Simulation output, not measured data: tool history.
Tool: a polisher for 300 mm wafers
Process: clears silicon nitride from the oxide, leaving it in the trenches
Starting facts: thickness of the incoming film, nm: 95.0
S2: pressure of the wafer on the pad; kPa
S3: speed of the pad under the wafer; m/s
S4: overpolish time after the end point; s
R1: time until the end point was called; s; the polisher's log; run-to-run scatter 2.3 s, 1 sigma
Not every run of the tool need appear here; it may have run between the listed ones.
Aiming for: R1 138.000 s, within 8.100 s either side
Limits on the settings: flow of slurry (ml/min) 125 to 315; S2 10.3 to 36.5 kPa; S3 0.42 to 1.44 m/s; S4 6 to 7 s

{"run": 1, "hour": 0.0, "flow of slurry (ml/min)": 205, "S2": 23.4, "S3": 0.92, "S4": 7, "R1": 85.534}
{"run": 2, "hour": 7.5, "flow of slurry (ml/min)": 205, "S2": 23.4, "S3": 0.92, "S4": 7, "R1": 80.759}
{"run": 3, "hour": 10.5, "flow of slurry (ml/min)": 205, "S2": 22.1, "S3": 0.92, "S4": 7, "R1": 88.927}
{"run": 4, "hour": 12.2, "flow of slurry (ml/min)": 205, "S2": 20.7, "S3": 0.92, "S4": 7, "R1": 88.22}
{"run": 5, "hour": 13.6, "flow of slurry (ml/min)": 205, "S2": 20.7, "S3": 1.02, "S4": 7, "R1": 83.866}
{"run": 6, "hour": 16.2, "flow of slurry (ml/min)": 160, "S2": 20.7, "S3": 1.02, "S4": 7, "R1": 85.942}
{"run": 7, "hour": 20.0, "flow of slurry (ml/min)": 160, "S2": 19.3, "S3": 1.0, "S4": 7, "R1": 90.168}
{"run": 8, "hour": 27.4, "flow of slurry (ml/min)": 160, "S2": 18.6, "S3": 0.98, "S4": 7, "R1": 94.381}
{"run": 9, "hour": 36.1, "flow of slurry (ml/min)": 160, "S2": 17.9, "S3": 0.96, "S4": 7, "R1": 98.834}
{"run": 10, "hour": 37.2, "flow of slurry (ml/min)": 160, "S2": 17.2, "S3": 0.94, "S4": 7, "R1": 100.77}

Which of these 4 next moves meets every target?
{"run": "A", "hour": 38.3, "flow of slurry (ml/min)": 140, "S2": 16.5, "S3": 0.8, "S4": 7, "R1": "?"}
{"run": "B", "hour": 38.3, "flow of slurry (ml/min)": 160, "S2": 16.5, "S3": 0.84, "S4": 7, "R1": "?"}
{"run": "C", "hour": 38.3, "flow of slurry (ml/min)": 150, "S2": 14.5, "S3": 0.76, "S4": 6, "R1": "?"}
{"run": "D", "hour": 38.3, "flow of slurry (ml/min)": 180, "S2": 13.1, "S3": 0.94, "S4": 7, "R1": "?"}

move=A R1=121.220
move=B R1=113.830
move=C R1=136.210
move=D R1=117.420
A: moves toward the targets from the last run without getting all of them in spec
B: moves toward the targets from the last run without getting all of them in spec
C: in spec on every target
D: moves toward the targets from the last run without getting all of them in spec
Correct choice: C, which meets every target
